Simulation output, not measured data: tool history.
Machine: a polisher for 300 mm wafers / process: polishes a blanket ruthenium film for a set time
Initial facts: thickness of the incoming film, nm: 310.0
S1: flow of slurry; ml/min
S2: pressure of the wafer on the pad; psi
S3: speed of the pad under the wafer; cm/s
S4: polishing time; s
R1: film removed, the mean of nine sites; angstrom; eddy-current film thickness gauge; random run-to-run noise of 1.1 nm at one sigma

run 1 day=0.000 | S1=165 S2=2.6 S3=114 S4=38 | R1=597.89
run 2 day=0.175 | S1=170 S2=3.1 S3=118 S4=38 | R1=722.16
run 3 day=0.312 | S1=135 S2=3.1 S3=118 S4=38 | R1=681.59
run 4 day=0.629 | S1=160 S2=3.4 S3=122 S4=38 | R1=796.73
run 5 day=0.825 | S1=160 S2=3.4 S3=96 S4=38 | R1=641.54
run 6 day=1.000 | S1=180 S2=3.6 S3=108 S4=38 | R1=767.02
run 7 day=1.071 | S1=190 S2=3.7 S3=118 S4=38 | R1=862.94
run 8 day=1.412 | S1=195 S2=3.8 S3=126 S4=38 | R1=939.29

Forecast run 9:
run 9 day=1.512 | S1=200 S2=3.9 S3=132 S4=38 | R1=?

{"run 9": {"R1": 1006.1}}

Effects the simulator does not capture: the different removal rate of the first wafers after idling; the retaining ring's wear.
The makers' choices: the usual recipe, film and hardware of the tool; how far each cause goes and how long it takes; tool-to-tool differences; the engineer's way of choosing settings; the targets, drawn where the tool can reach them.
